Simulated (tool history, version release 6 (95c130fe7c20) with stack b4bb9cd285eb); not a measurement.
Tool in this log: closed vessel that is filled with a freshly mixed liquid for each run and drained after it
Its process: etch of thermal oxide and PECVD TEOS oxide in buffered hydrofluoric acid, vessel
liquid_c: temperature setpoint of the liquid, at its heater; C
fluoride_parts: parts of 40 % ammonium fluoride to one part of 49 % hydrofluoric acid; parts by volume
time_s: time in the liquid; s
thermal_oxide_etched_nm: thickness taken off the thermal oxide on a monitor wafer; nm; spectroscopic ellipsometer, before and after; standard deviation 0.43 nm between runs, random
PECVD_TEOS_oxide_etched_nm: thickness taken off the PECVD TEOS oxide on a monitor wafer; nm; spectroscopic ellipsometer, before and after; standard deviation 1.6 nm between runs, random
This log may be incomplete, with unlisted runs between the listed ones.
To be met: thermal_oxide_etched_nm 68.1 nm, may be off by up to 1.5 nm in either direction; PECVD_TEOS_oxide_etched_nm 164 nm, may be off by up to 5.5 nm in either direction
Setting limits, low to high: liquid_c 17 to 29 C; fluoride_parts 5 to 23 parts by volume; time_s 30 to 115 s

{"run": 1, "hour": 0.0, "liquid_c": 21, "fluoride_parts": 14, "time_s": 60, "thermal_oxide_etched_nm": 38.002, "PECVD_TEOS_oxide_etched_nm": 93.213}
{"run": 2, "hour": 4.6, "liquid_c": 21, "fluoride_parts": 12.5, "time_s": 60, "thermal_oxide_etched_nm": 42.945, "PECVD_TEOS_oxide_etched_nm": 103.14}
{"run": 3, "hour": 10.0, "liquid_c": 24.5, "fluoride_parts": 12.5, "time_s": 60, "thermal_oxide_etched_nm": 51.861, "PECVD_TEOS_oxide_etched_nm": 124.27}
{"run": 4, "hour": 12.0, "liquid_c": 24.5, "fluoride_parts": 12.5, "time_s": 45, "thermal_oxide_etched_nm": 38.977, "PECVD_TEOS_oxide_etched_nm": 93.778}
{"run": 5, "hour": 17.0, "liquid_c": 26, "fluoride_parts": 11, "time_s": 45, "thermal_oxide_etched_nm": 47.32, "PECVD_TEOS_oxide_etched_nm": 112.37}
{"run": 6, "hour": 21.6, "liquid_c": 26, "fluoride_parts": 13, "time_s": 45, "thermal_oxide_etched_nm": 39.962, "PECVD_TEOS_oxide_etched_nm": 97.911}
{"run": 7, "hour": 24.0, "liquid_c": 27, "fluoride_parts": 11.5, "time_s": 45, "thermal_oxide_etched_nm": 48.36, "PECVD_TEOS_oxide_etched_nm": 115.61}
{"run": 8, "hour": 32.4, "liquid_c": 27.5, "fluoride_parts": 10.5, "time_s": 45, "thermal_oxide_etched_nm": 53.956, "PECVD_TEOS_oxide_etched_nm": 130.18}
{"run": 9, "hour": 38.3, "liquid_c": 29, "fluoride_parts": 8, "time_s": 45, "thermal_oxide_etched_nm": 73.442, "PECVD_TEOS_oxide_etched_nm": 175.19}
{"hour": 41.4, "done": "hydrofluoric acid flow meter replaced"}
{"run": 10, "hour": 41.4, "liquid_c": 27.5, "fluoride_parts": 8, "time_s": 45, "thermal_oxide_etched_nm": 77.483, "PECVD_TEOS_oxide_etched_nm": 190.45}

Next run, 4 choices. One meets every target within its allowed miss, the rest don't. Which?
{"run": "A", "hour": 44.5, "liquid_c": 29, "fluoride_parts": 12, "time_s": 55, "thermal_oxide_etched_nm": "?", "PECVD_TEOS_oxide_etched_nm": "?"}
{"run": "B", "hour": 44.5, "liquid_c": 26, "fluoride_parts": 7.5, "time_s": 50, "thermal_oxide_etched_nm": "?", "PECVD_TEOS_oxide_etched_nm": "?"}
{"run": "C", "hour": 44.5, "liquid_c": 24.5, "fluoride_parts": 7, "time_s": 40, "thermal_oxide_etched_nm": "?", "PECVD_TEOS_oxide_etched_nm": "?"}
{"run": "D", "hour": 44.5, "liquid_c": 26.5, "fluoride_parts": 10, "time_s": 55, "thermal_oxide_etched_nm": "?", "PECVD_TEOS_oxide_etched_nm": "?"}

move=A thermal_oxide_etched_nm=71.187 PECVD_TEOS_oxide_etched_nm=172.22
move=B thermal_oxide_etched_nm=85.739 PECVD_TEOS_oxide_etched_nm=207.42
move=C thermal_oxide_etched_nm=68.141 PECVD_TEOS_oxide_etched_nm=164.85
move=D thermal_oxide_etched_nm=74.425 PECVD_TEOS_oxide_etched_nm=180.05
A: closes in on the targets versus the last run, not all within tolerance yet
B: its largest miss is bigger than the last run's
C: hits every target within its allowed miss
D: closes in on the targets versus the last run, not all within tolerance yet
The move that meets every target is C.
